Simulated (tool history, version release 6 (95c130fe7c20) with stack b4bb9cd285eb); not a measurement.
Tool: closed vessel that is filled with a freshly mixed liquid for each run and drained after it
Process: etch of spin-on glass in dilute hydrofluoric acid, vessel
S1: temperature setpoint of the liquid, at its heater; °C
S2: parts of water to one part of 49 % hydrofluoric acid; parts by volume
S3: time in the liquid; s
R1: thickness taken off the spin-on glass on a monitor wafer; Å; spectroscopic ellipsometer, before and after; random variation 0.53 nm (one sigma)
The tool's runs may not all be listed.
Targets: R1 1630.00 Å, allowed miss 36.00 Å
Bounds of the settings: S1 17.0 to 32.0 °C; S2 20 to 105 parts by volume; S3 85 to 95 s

run  hour    S1  S2  S3       R1
  1   0.0  24.0  55  85   672.26
  2   3.1  24.0  55  85   669.74
  3   9.6  25.0  50  85   771.45
  4  14.1  25.0  50  95   855.52
  5  20.2  25.0  35  95  1259.00
  6  23.0  25.0  35  85  1132.60
  7  30.3  26.0  35  85  1169.80
  8  32.3  27.0  35  85  1229.20
  9  39.9  27.5  35  85  1245.70
 10  43.6  28.0  35  85  1269.40
 11  51.6  28.5  35  85  1301.20
 12  54.8  29.0  35  85  1326.80
 13  63.1  29.5  35  85  1347.80
 14  66.2  30.0  35  85  1378.40
 15  73.2  32.0  30  85  1756.40
 16  75.1  31.0  30  85  1691.20

Which of these 5 next moves meets every target?
  A  77.0  28.5  30  95   ?
  B  77.0  30.0  30  90   ?
  C  77.0  31.5  35  90   ?
  D  77.0  25.5  25  85   ?
  E  77.0  31.5  30  85   ?

move       R1
   A  1703.00
   B  1713.80
   C  1546.60
   D  1628.70
   E  1718.20
A: further off than the last run
B: further off than the last run
C: takes the result that was furthest off past its target
D: meets every target
E: further off than the last run
Move D is the one to make.
